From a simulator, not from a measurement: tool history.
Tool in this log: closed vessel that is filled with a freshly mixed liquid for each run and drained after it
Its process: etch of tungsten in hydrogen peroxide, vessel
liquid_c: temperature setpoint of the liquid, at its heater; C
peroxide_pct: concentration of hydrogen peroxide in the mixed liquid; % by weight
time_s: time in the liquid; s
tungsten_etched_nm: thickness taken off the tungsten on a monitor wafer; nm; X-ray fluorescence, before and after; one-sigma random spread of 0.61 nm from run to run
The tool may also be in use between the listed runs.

{"run": 1, "hour": 0.0, "liquid_c": 52.0, "peroxide_pct": 21.5, "time_s": 30, "tungsten_etched_nm": 93.076}
{"run": 2, "hour": 3.1, "liquid_c": 46.0, "peroxide_pct": 21.5, "time_s": 30, "tungsten_etched_nm": 65.067}
{"run": 3, "hour": 9.5, "liquid_c": 46.0, "peroxide_pct": 17.5, "time_s": 30, "tungsten_etched_nm": 58.911}
{"run": 4, "hour": 11.1, "liquid_c": 46.0, "peroxide_pct": 14.0, "time_s": 30, "tungsten_etched_nm": 52.37}
{"run": 5, "hour": 15.2, "liquid_c": 47.5, "peroxide_pct": 14.0, "time_s": 30, "tungsten_etched_nm": 58.098}
{"run": 6, "hour": 17.7, "liquid_c": 48.5, "peroxide_pct": 14.0, "time_s": 30, "tungsten_etched_nm": 61.463}
{"run": 7, "hour": 21.7, "liquid_c": 49.5, "peroxide_pct": 14.0, "time_s": 30, "tungsten_etched_nm": 65.302}

Run 8 has not been measured yet. What should we expect?
{"run": 8, "hour": 30.0, "liquid_c": 50.5, "peroxide_pct": 14.0, "time_s": 30, "tungsten_etched_nm": "?"}

For run 8 the tool returned tungsten_etched_nm 68.764 nm.
